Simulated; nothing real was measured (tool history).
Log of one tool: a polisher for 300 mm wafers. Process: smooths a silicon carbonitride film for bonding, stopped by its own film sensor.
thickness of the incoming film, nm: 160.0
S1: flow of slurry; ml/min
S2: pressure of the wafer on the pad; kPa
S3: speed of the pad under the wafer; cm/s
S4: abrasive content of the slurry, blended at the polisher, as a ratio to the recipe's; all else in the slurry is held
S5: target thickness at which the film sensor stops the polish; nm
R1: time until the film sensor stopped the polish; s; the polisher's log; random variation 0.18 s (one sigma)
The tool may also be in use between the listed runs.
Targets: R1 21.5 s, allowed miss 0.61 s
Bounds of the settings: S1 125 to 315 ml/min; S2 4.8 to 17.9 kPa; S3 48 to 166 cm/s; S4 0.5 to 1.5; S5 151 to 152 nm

run 1 hour=0 | S1=205 S2=11 S3=106 S4=1 S5=151 | R1=34.702
run 2 hour=2.7 | S1=205 S2=8.3 S3=106 S4=1 S5=151 | R1=46.024
run 3 hour=5.8 | S1=205 S2=8.3 S3=106 S4=0.85 S5=151 | R1=47.705
run 4 hour=8.8 | S1=230 S2=8.3 S3=106 S4=0.85 S5=151 | R1=47.266
run 5 hour=16.3 | S1=230 S2=8.3 S3=106 S4=0.7 S5=151 | R1=50.094
run 6 hour=20.3 | S1=230 S2=8.3 S3=106 S4=0.7 S5=151 | R1=49.68
run 7 hour=26.9 | S1=230 S2=10.3 S3=106 S4=0.7 S5=151 | R1=40.071
run 8 hour=32.3 | S1=235 S2=11.7 S3=106 S4=0.7 S5=151 | R1=35.856
run 9 hour=36.3 | S1=235 S2=13.1 S3=106 S4=0.7 S5=151 | R1=32.104

5 next moves are on the table. One of them brings every result within its allowed miss. Which?
run A hour=40.3 | S1=240 S2=15.2 S3=108 S4=0.85 S5=152 | R1=?
run B hour=40.3 | S1=205 S2=14.5 S3=134 S4=0.75 S5=152 | R1=?
run C hour=40.3 | S1=275 S2=16.5 S3=106 S4=0.6 S5=152 | R1=?
run D hour=40.3 | S1=205 S2=14.5 S3=128 S4=1.05 S5=152 | R1=?
run E hour=40.3 | S1=265 S2=15.2 S3=124 S4=0.8 S5=152 | R1=?

move=A R1=22.797
move=B R1=21.212
move=C R1=23.005
move=D R1=20.03
move=E R1=20.528
A: nearer than the last run, and not there yet
B: meets every target
C: nearer than the last run, and not there yet
D: takes the result that was furthest off past its target
E: takes the result that was furthest off past its target
Move B is the one to make.
